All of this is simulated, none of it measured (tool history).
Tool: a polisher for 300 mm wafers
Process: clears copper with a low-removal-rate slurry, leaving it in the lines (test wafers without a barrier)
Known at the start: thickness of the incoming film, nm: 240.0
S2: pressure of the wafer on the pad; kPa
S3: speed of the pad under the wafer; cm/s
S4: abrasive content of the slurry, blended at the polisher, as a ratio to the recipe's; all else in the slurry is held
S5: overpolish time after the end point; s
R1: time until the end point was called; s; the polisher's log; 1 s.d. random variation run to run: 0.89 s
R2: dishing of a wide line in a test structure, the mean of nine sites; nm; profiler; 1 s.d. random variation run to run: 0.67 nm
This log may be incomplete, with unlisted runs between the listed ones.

Run 1, hour 0: flow of slurry (ml/min) 135, S2 20 kPa, S3 86 cm/s, S4 1, S5 24 s. Result: R1 77.289 s, R2 39.055 nm.
Run 2, hour 2.7: flow of slurry (ml/min) 135, S2 20.7 kPa, S3 86 cm/s, S4 1, S5 23 s. Result: R1 76.481 s, R2 40.397 nm.
Run 3, hour 9.1: flow of slurry (ml/min) 135, S2 20.7 kPa, S3 86 cm/s, S4 1, S5 29 s. Result: R1 77.814 s, R2 46.652 nm.
Run 4, hour 14.9: flow of slurry (ml/min) 135, S2 21.4 kPa, S3 86 cm/s, S4 1, S5 27 s. Result: R1 76.741 s, R2 46.166 nm.
Run 5, hour 18.5: flow of slurry (ml/min) 135, S2 21.4 kPa, S3 86 cm/s, S4 0.9, S5 27 s. Result: R1 78.462 s, R2 44.424 nm.
Run 6, hour 21.8: flow of slurry (ml/min) 135, S2 21.4 kPa, S3 86 cm/s, S4 0.7, S5 27 s. Result: R1 77.891 s, R2 42.957 nm.
Run 7, hour 30.6: flow of slurry (ml/min) 135, S2 22.1 kPa, S3 86 cm/s, S4 0.7, S5 25 s. Result: R1 78.047 s, R2 42.506 nm.

Run 8 is up next; what results do you expect?
Run 8, hour 37.7: flow of slurry (ml/min) 135, S2 22.1 kPa, S3 88 cm/s, S4 0.7, S5 23 s. Result: R1 ?, R2 ?.

For run 8 the tool returned R1 75.743 s, R2 40.311 nm.
